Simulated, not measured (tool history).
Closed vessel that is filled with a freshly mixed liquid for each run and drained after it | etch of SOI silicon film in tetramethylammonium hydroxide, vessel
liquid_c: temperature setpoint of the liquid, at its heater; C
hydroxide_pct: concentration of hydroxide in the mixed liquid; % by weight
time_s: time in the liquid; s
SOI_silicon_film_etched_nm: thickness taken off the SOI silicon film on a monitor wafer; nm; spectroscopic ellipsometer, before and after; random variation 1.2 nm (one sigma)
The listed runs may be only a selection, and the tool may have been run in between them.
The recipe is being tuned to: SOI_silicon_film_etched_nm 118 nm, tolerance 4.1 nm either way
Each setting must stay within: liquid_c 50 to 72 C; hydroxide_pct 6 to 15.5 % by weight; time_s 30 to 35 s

run	hour	liquid_c	hydroxide_pct	time_s	SOI_silicon_film_etched_nm
1	0	59	10.5	35	151.81
2	4.2	58.5	10.5	35	145.79
3	10.2	58.5	10.5	35	145.8
4	13.6	62	10.5	35	184.08
5	15.1	61	10.5	35	172.41
6	21.8	61	9.5	35	176.13
7	26.8	60	9.5	35	166.32
# hour 35.2: thermometer replaced
8	35.2	59	9.5	35	147.24

Of the 5 settings listed for the next run, only one would bring every result within its allowed miss of target. Which one?
A	43.6	62	12.5	35	?
B	43.6	56.5	11.5	35	?
C	43.6	63.5	10	35	?
D	43.6	60	9	30	?
E	43.6	63.5	8.5	35	?

move	SOI_silicon_film_etched_nm
A	158.5
B	116.03
C	188.7
D	135.85
E	200.63
A: its largest miss is bigger than the last run's
B: every result within its allowed miss
C: its largest miss is bigger than the last run's
D: an improvement on the last run, though not all results are within tolerance
E: its largest miss is bigger than the last run's
B is the move that brings every result within its allowed miss.

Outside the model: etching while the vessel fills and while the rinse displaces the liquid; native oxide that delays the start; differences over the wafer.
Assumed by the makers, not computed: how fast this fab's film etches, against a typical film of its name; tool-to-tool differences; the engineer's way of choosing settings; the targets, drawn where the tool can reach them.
